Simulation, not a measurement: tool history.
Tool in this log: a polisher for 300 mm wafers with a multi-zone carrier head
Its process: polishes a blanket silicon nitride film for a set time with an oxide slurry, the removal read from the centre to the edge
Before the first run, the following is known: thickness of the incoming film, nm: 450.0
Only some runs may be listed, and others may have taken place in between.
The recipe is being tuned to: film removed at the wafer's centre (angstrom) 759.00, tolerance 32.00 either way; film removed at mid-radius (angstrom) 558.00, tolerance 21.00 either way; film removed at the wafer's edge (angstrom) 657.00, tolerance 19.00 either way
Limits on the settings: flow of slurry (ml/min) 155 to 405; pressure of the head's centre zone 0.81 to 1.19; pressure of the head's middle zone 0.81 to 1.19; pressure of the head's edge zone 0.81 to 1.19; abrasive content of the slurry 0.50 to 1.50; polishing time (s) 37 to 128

run  hour  flow of slurry (ml/min)  pressure of the head's centre zone  pressure of the head's middle zone  pressure of the head's edge zone  abrasive content of the slurry  polishing time (s)  film removed at the wafer's centre (angstrom)  film removed at mid-radius (angstrom)  film removed at the wafer's edge (angstrom)
  1   0.0                      260                                1.00                                1.00                              1.00                            1.00                  82                                         754.14                                 749.91                                       765.97
  2   6.6                      260                                0.94                                1.00                              1.00                            1.00                  82                                         730.01                                 757.52                                       757.42
  3   7.2                      255                                0.99                                0.95                              0.96                            0.95                  82                                         734.92                                 694.19                                       716.10
  4  15.2                      215                                0.99                                0.95                              0.96                            0.95                  82                                         713.89                                 673.11                                       700.02
  5  20.5                      215                                0.99                                0.95                              1.04                            0.95                  82                                         695.19                                 690.32                                       737.04
  6  26.2                      155                                0.99                                0.95                              1.04                            0.95                  82                                         670.79                                 654.62                                       693.81
  7  30.6                      155                                1.03                                0.91                              1.02                            0.95                  82                                         694.41                                 608.24                                       688.13
  8  31.4                      165                                1.13                                0.88                              0.93                            0.90                  82                                         724.02                                 580.67                                       635.97
  9  34.8                      170                                1.14                                0.87                              0.94                            0.90                  82                                         734.24                                 586.83                                       647.04

4 candidate next runs follow, results not yet known. Just one meets every target within its allowed miss. Identify it.
  A  38.2                      185                                1.18                                0.85                              1.02                            0.90                  79                                              ?                                      ?                                            ?
  B  38.2                      185                                1.01                                0.94                              0.99                            1.10                  70                                              ?                                      ?                                            ?
  C  38.2                      155                                1.13                                0.81                              1.06                            0.95                  83                                              ?                                      ?                                            ?
  D  38.2                      165                                1.10                                0.89                              0.87                            1.00                  81                                              ?                                      ?                                            ?

move  film removed at the wafer's centre (angstrom)  film removed at mid-radius (angstrom)  film removed at the wafer's edge (angstrom)
   A                                         760.61                                 565.63                                       651.92
   B                                         662.11                                 626.17                                       653.01
   C                                         764.59                                 573.86                                       708.58
   D                                         765.34                                 636.45                                       658.80
A: meets every target
B: misses by more than the last run did
C: the furthest-off result lands on target, but another misses its tolerance
D: misses by more than the last run did
Answer: A
